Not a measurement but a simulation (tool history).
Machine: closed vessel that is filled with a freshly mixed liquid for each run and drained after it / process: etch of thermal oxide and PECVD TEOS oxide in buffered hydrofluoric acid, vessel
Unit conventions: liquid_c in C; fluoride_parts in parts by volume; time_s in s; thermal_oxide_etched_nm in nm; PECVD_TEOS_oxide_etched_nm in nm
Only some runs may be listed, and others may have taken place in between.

run	day	liquid_c	fluoride_parts	time_s	thermal_oxide_etched_nm	PECVD_TEOS_oxide_etched_nm
1	0.000	21.0	15.5	65	44.825	49.913
2	0.333	21.5	15.5	65	45.866	51.767
3	0.479	21.5	17.5	65	40.573	45.929
4	0.792	22.0	17.5	65	41.536	47.518
5	0.871	20.0	17.5	65	37.375	42.315
6	1.083	20.5	17.5	65	39.030	43.515
7	1.167	24.5	17.0	65	49.797	55.868

Predict the results of run 8:
8	1.292	25.5	17.0	65	?	?

Run 8 yielded thermal_oxide_etched_nm 51.915 nm, PECVD_TEOS_oxide_etched_nm 58.825 nm.
